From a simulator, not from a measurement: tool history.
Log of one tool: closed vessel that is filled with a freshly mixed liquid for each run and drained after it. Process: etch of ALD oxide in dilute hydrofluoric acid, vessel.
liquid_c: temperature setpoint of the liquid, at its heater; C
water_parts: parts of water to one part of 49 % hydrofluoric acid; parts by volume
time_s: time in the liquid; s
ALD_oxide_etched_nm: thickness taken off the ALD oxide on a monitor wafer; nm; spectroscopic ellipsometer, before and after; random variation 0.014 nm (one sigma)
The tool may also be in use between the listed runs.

{"run": 1, "day": 0.0, "liquid_c": 24, "water_parts": 205, "time_s": 50, "ALD_oxide_etched_nm": 2.1816}
{"run": 2, "day": 0.067, "liquid_c": 22.5, "water_parts": 215, "time_s": 50, "ALD_oxide_etched_nm": 1.9643}
{"run": 3, "day": 0.296, "liquid_c": 21.5, "water_parts": 220, "time_s": 50, "ALD_oxide_etched_nm": 1.8613}
{"run": 4, "day": 0.533, "liquid_c": 21.5, "water_parts": 165, "time_s": 50, "ALD_oxide_etched_nm": 2.5775}
{"run": 5, "day": 0.883, "liquid_c": 20.5, "water_parts": 185, "time_s": 50, "ALD_oxide_etched_nm": 2.1775}
{"run": 6, "day": 0.975, "liquid_c": 18, "water_parts": 185, "time_s": 50, "ALD_oxide_etched_nm": 1.973}
{"run": 7, "day": 1.121, "liquid_c": 18, "water_parts": 195, "time_s": 50, "ALD_oxide_etched_nm": 1.8433}
{"run": 8, "day": 1.321, "liquid_c": 18, "water_parts": 205, "time_s": 50, "ALD_oxide_etched_nm": 1.7333}

Forecast run 9:
{"run": 9, "day": 1.35, "liquid_c": 18, "water_parts": 210, "time_s": 50, "ALD_oxide_etched_nm": "?"}

ALD_oxide_etched_nm: 1.7231 nm
